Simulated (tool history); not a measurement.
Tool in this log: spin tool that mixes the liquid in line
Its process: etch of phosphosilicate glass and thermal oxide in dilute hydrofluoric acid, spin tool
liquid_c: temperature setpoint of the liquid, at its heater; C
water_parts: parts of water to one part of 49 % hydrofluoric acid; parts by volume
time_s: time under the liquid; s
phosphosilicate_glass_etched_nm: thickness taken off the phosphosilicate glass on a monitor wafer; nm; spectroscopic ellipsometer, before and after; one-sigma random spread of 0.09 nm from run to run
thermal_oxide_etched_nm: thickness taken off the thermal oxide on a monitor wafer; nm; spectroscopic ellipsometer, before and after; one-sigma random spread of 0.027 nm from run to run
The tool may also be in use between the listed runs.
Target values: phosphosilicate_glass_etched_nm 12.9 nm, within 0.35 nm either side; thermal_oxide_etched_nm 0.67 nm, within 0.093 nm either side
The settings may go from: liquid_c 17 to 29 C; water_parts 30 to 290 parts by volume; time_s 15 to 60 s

run	hour	liquid_c	water_parts	time_s	phosphosilicate_glass_etched_nm	thermal_oxide_etched_nm
1	0	21	160	30	15.873	0.86704
2	1.8	18	160	30	14.085	0.77394
3	10.6	17.5	165	30	13.416	0.71232
4	18.7	17.5	135	30	16.829	0.86403
5	22.2	17	135	30	16.663	0.83332
6	28.6	17	110	30	20.809	1.0477
7	36.6	17	125	30	18.054	0.93503
8	44.9	17	135	30	16.672	0.83589
# hour 52.4: thermometer replaced
9	52.4	17	145	30	13.945	0.75612

Pick the move, out of 4, that brings all results within their allowed miss; only one does.
A	59.9	18.5	80	15	?	?
B	59.9	20	150	30	?	?
C	59.9	18.5	205	45	?	?
D	59.9	17	155	30	?	?

move	phosphosilicate_glass_etched_nm	thermal_oxide_etched_nm
A	14.422	0.80065
B	15.174	0.84239
C	14.865	0.82526
D	12.946	0.7187
A: its largest miss is bigger than the last run's
B: its largest miss is bigger than the last run's
C: its largest miss is bigger than the last run's
D: every result lands within tolerance
D is the move that brings every result within its allowed miss.

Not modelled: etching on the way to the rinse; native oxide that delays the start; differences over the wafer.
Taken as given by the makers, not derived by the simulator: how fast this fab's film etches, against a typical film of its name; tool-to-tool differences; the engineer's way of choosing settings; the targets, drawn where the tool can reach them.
